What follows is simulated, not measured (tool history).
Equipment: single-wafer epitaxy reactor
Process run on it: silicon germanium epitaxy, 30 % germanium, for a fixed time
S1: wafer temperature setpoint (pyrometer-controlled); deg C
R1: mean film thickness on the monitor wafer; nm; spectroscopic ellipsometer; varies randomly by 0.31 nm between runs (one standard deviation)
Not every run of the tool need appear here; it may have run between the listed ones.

{"run": 1, "hour": 0.0, "S1": 610, "chamber pressure (Pa)": 3066, "R1": 80.973}
{"run": 2, "hour": 6.1, "S1": 610, "chamber pressure (Pa)": 3280, "R1": 83.8}
{"run": 3, "hour": 11.0, "S1": 610, "chamber pressure (Pa)": 3080, "R1": 80.798}
{"run": 4, "hour": 15.9, "S1": 616, "chamber pressure (Pa)": 3080, "R1": 90.299}
{"run": 5, "hour": 24.3, "S1": 616, "chamber pressure (Pa)": 3520, "R1": 97.425}
{"run": 6, "hour": 26.0, "S1": 606, "chamber pressure (Pa)": 3520, "R1": 80.486}

Run 7 is up next; what results do you expect?
{"run": 7, "hour": 32.6, "S1": 608, "chamber pressure (Pa)": 3520, "R1": "?"}

R1: 83.565 nm

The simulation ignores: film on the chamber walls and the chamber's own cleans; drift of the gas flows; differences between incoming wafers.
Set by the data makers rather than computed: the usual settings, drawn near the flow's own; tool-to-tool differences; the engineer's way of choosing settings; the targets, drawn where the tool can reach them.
